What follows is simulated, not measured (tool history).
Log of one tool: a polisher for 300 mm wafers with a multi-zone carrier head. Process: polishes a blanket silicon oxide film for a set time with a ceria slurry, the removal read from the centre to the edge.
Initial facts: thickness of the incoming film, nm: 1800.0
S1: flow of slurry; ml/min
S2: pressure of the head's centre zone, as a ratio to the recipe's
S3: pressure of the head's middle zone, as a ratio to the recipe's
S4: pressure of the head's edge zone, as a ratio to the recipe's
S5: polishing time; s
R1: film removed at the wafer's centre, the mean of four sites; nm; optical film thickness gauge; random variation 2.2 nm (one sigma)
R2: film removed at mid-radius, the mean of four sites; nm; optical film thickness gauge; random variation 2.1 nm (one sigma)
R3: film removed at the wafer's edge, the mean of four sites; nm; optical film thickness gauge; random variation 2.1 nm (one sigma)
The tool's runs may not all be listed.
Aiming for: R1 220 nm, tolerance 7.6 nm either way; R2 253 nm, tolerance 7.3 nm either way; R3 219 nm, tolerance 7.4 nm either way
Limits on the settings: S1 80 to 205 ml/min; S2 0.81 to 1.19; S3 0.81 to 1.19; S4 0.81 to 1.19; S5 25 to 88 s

| run | hour | S1 | S2 | S3 | S4 | S5 | R1 | R2 | R3 |
|---|---|---|---|---|---|---|---|---|---|
| 1 | 0 | 135 | 1 | 1 | 1 | 56 | 181.58 | 203.84 | 202.69 |
| 2 | 7.1 | 135 | 1 | 1 | 1.06 | 56 | 185.07 | 209.35 | 213.86 |
| 3 | 10.4 | 165 | 1 | 1 | 1.06 | 56 | 190.16 | 210.57 | 214.27 |
| 4 | 14.7 | 165 | 1 | 1 | 1.03 | 56 | 190.33 | 212.31 | 211.94 |
| 5 | 15.3 | 165 | 1 | 1 | 1.09 | 56 | 189.29 | 212.53 | 216.35 |
|  | 20.2 | centre zone pressure recalibrated |
| 6 | 20.2 | 165 | 1 | 1 | 1.02 | 56 | 207.56 | 212.96 | 206.75 |
| 7 | 21 | 175 | 0.99 | 1.04 | 1.03 | 57 | 211.4 | 223.62 | 216.24 |
| 8 | 22.9 | 170 | 0.95 | 1.09 | 1.01 | 57 | 201.14 | 234.14 | 213.44 |
| 9 | 25.2 | 200 | 0.99 | 1.13 | 1 | 57 | 215.89 | 246.41 | 216.57 |

Exercise: of the 5 proposed moves below, exactly one satisfies all targets within the stated allowed misses. Which move is it?
| A | 27.5 | 190 | 0.96 | 1.09 | 1.05 | 58 | ? | ? | ? |
| B | 27.5 | 190 | 1.07 | 1.09 | 1.05 | 56 | ? | ? | ? |
| C | 27.5 | 170 | 1.03 | 1.08 | 1 | 59 | ? | ? | ? |
| D | 27.5 | 200 | 1 | 1.03 | 0.99 | 58 | ? | ? | ? |
| E | 27.5 | 175 | 0.99 | 1.14 | 0.97 | 60 | ? | ? | ? |

| move | R1 | R2 | R3 |
|---|---|---|---|
| A | 209.94 | 244.28 | 225.63 |
| B | 226.12 | 235.72 | 217.85 |
| C | 225.6 | 242.97 | 221.83 |
| D | 220.23 | 234.23 | 220.44 |
| E | 221.48 | 259.87 | 222.75 |
A: further off than the last run
B: further off than the last run
C: further off than the last run
D: further off than the last run
E: all results in spec
The move that meets every target is E.
